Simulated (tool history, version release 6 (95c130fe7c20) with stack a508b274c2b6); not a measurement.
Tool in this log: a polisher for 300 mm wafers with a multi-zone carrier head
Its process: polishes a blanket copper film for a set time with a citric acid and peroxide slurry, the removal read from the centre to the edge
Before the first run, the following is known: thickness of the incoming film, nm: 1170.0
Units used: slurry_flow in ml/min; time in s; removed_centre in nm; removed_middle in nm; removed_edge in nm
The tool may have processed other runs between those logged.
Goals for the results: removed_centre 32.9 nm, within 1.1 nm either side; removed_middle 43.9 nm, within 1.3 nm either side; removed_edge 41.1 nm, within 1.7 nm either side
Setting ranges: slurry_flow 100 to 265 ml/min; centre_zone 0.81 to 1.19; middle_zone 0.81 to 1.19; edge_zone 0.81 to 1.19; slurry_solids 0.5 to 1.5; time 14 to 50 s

{"run": 1, "hour": 0.0, "slurry_flow": 170, "centre_zone": 1, "middle_zone": 1, "edge_zone": 1, "slurry_solids": 1, "time": 32, "removed_centre": 49.173, "removed_middle": 51.109, "removed_edge": 51.174}
{"run": 2, "hour": 2.9, "slurry_flow": 170, "centre_zone": 1, "middle_zone": 0.93, "edge_zone": 1, "slurry_solids": 1, "time": 32, "removed_centre": 49.279, "removed_middle": 49.269, "removed_edge": 51.064}
{"run": 3, "hour": 3.8, "slurry_flow": 170, "centre_zone": 1, "middle_zone": 0.93, "edge_zone": 0.95, "slurry_solids": 1, "time": 32, "removed_centre": 49.597, "removed_middle": 48.13, "removed_edge": 50.567}
{"run": 4, "hour": 11.4, "slurry_flow": 160, "centre_zone": 0.94, "middle_zone": 0.98, "edge_zone": 0.94, "slurry_solids": 0.85, "time": 31, "removed_centre": 42.33, "removed_middle": 47.658, "removed_edge": 47.236}
{"run": 5, "hour": 17.3, "slurry_flow": 155, "centre_zone": 0.91, "middle_zone": 0.99, "edge_zone": 0.92, "slurry_solids": 0.75, "time": 31, "removed_centre": 39.909, "removed_middle": 46.126, "removed_edge": 43.98}
{"run": 6, "hour": 24.4, "slurry_flow": 155, "centre_zone": 0.84, "middle_zone": 0.99, "edge_zone": 0.92, "slurry_solids": 0.75, "time": 31, "removed_centre": 36.414, "removed_middle": 46.829, "removed_edge": 44.583}
{"run": 7, "hour": 31.8, "slurry_flow": 145, "centre_zone": 0.83, "middle_zone": 0.99, "edge_zone": 0.91, "slurry_solids": 0.7, "time": 31, "removed_centre": 35.25, "removed_middle": 45.205, "removed_edge": 44.251}
{"run": 8, "hour": 37.0, "slurry_flow": 140, "centre_zone": 0.82, "middle_zone": 1, "edge_zone": 0.89, "slurry_solids": 0.65, "time": 31, "removed_centre": 34.163, "removed_middle": 44.525, "removed_edge": 42.205}

4 candidate next runs follow, results not yet known. Just one meets every target within its allowed miss. Identify it.
{"run": "A", "hour": 42.2, "slurry_flow": 110, "centre_zone": 0.84, "middle_zone": 1.02, "edge_zone": 0.91, "slurry_solids": 0.8, "time": 32, "removed_centre": "?", "removed_middle": "?", "removed_edge": "?"}
{"run": "B", "hour": 42.2, "slurry_flow": 130, "centre_zone": 0.85, "middle_zone": 1.01, "edge_zone": 0.88, "slurry_solids": 0.7, "time": 31, "removed_centre": "?", "removed_middle": "?", "removed_edge": "?"}
{"run": "C", "hour": 42.2, "slurry_flow": 110, "centre_zone": 0.89, "middle_zone": 0.94, "edge_zone": 0.84, "slurry_solids": 0.65, "time": 33, "removed_centre": "?", "removed_middle": "?", "removed_edge": "?"}
{"run": "D", "hour": 42.2, "slurry_flow": 110, "centre_zone": 0.85, "middle_zone": 1.07, "edge_zone": 0.94, "slurry_solids": 0.65, "time": 31, "removed_centre": "?", "removed_middle": "?", "removed_edge": "?"}

move=A removed_centre=34.996 removed_middle=45.718 removed_edge=44.403
move=B removed_centre=35.218 removed_middle=44.775 removed_edge=42.578
move=C removed_centre=36.792 removed_middle=42.345 removed_edge=42.538
move=D removed_centre=33.026 removed_middle=44.381 removed_edge=41.99
A: the biggest miss grows against the last run
B: the biggest miss grows against the last run
C: the biggest miss grows against the last run
D: in spec on every target
D meets every target.

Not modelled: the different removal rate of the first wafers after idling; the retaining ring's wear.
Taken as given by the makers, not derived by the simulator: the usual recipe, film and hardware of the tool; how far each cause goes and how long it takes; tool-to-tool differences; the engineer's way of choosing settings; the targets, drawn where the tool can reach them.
